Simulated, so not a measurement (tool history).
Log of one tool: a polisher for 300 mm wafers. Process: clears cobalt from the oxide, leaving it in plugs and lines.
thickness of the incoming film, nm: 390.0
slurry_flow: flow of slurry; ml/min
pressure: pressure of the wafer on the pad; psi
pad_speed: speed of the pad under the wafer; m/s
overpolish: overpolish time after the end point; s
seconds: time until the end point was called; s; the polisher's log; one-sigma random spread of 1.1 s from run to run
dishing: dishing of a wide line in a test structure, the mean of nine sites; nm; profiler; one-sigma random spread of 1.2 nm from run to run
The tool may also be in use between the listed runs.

{"run": 1, "hour": 0.0, "slurry_flow": 140, "pressure": 1.6, "pad_speed": 1.16, "overpolish": 16, "seconds": 115.71, "dishing": 39.401}
{"run": 2, "hour": 4.1, "slurry_flow": 140, "pressure": 1.9, "pad_speed": 1.16, "overpolish": 16, "seconds": 97.231, "dishing": 41.379}
{"run": 3, "hour": 5.4, "slurry_flow": 140, "pressure": 2.0, "pad_speed": 1.16, "overpolish": 18, "seconds": 92.354, "dishing": 45.403}
{"run": 4, "hour": 6.5, "slurry_flow": 140, "pressure": 2.0, "pad_speed": 0.98, "overpolish": 18, "seconds": 110.35, "dishing": 40.277}
{"run": 5, "hour": 15.1, "slurry_flow": 140, "pressure": 2.2, "pad_speed": 1.0, "overpolish": 20, "seconds": 98.437, "dishing": 44.022}
{"run": 6, "hour": 18.1, "slurry_flow": 165, "pressure": 2.2, "pad_speed": 1.0, "overpolish": 20, "seconds": 94.099, "dishing": 48.536}

Expected results for the next run?
{"run": 7, "hour": 21.2, "slurry_flow": 170, "pressure": 2.3, "pad_speed": 1.0, "overpolish": 20, "seconds": "?", "dishing": "?"}

Logged for run 7: seconds 89.728 s, dishing 48.568 nm.

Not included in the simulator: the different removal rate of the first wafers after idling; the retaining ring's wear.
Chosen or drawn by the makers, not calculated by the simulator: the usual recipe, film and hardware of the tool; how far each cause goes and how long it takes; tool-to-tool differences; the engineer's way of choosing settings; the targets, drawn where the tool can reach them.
